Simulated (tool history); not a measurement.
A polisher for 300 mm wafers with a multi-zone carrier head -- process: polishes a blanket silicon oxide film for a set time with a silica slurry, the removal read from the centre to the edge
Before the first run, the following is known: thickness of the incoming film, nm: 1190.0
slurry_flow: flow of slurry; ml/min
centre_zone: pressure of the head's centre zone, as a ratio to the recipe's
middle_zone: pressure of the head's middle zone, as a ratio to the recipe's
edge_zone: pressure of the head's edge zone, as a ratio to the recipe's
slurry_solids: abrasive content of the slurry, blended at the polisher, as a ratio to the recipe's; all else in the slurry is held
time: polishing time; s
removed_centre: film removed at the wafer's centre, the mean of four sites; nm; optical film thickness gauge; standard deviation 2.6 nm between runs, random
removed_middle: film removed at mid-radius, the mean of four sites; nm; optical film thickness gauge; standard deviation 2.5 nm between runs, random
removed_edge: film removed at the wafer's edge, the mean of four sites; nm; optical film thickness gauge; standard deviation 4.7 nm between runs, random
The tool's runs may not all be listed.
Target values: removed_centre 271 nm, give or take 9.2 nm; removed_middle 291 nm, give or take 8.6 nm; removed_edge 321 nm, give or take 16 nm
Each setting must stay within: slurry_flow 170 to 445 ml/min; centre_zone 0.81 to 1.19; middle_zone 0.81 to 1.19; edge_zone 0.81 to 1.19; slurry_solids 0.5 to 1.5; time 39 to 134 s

run  hour  slurry_flow  centre_zone  middle_zone  edge_zone  slurry_solids  time  removed_centre  removed_middle  removed_edge
  1     0          285            1            1          1              1    86          324.74          333.08        351.92
  2   3.9          280         0.98         0.99       0.99              1    86          317.37          331.35        355.93
  3  12.8          280         0.98         0.95       0.99              1    86          321.02          324.31        349.36
  4  21.3          275         0.96         0.94       0.99              1    86          311.69          319.25        349.35
     29.6  -- edge zone pressure recalibrated
  5  29.6          270         0.95         0.93       0.98              1    86          309.85          318.75        335.55
  6  31.3          270         0.95         0.86       0.98              1    86          306.03          297.75         340.8
  7  31.9          265         0.94         0.86       0.98              1    86          306.54          302.87        337.73
  8  36.8          265         0.93         0.85       0.98              1    86          303.53           296.6        344.94
  9  41.4          260         0.92         0.85       0.97              1    86          295.03          298.64        333.49

Which of these 5 next moves meets every target?
  A    46          365         0.97         0.83        1.1           0.85    82               ?               ?             ?
  B    46          290          0.9         0.92       0.85              1    79               ?               ?             ?
  C    46          275         0.93         0.87       0.93              1    78               ?               ?             ?
  D    46          245         0.86         0.86       0.96            0.9    89               ?               ?             ?
  E    46          395         0.98         0.97       0.93           1.15    70               ?               ?             ?

move  removed_centre  removed_middle  removed_edge
   A          285.36          263.42        314.11
   B          271.07          290.22        290.28
   C          275.07           274.3        296.14
   D          271.89          291.56        322.26
   E           286.8          291.46        289.51
A: misses by more than the last run did
B: brings the last run's worst result on target, with another outside its allowed miss
C: brings the last run's worst result on target, with another outside its allowed miss
D: every result within its allowed miss
E: better than the last run, though not everything is in spec
Answer: D
